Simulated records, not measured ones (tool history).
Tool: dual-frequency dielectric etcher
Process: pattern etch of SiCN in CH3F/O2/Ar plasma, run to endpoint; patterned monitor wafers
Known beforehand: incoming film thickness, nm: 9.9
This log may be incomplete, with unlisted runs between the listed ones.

run,day,source power (kW),bias power (kW),endpoint time (s)
1,0,0.43,0.082,25.259
2,0.242,0.41,0.081,25.553
3,0.383,0.39,0.079,26.17
4,0.542,0.39,0.074,26.813
5,0.596,0.44,0.074,25.892
6,0.679,0.44,0.067,27.137

Run 7 has not been measured yet. What should we expect?
7,0.912,0.43,0.066,?

endpoint time (s): 27.236

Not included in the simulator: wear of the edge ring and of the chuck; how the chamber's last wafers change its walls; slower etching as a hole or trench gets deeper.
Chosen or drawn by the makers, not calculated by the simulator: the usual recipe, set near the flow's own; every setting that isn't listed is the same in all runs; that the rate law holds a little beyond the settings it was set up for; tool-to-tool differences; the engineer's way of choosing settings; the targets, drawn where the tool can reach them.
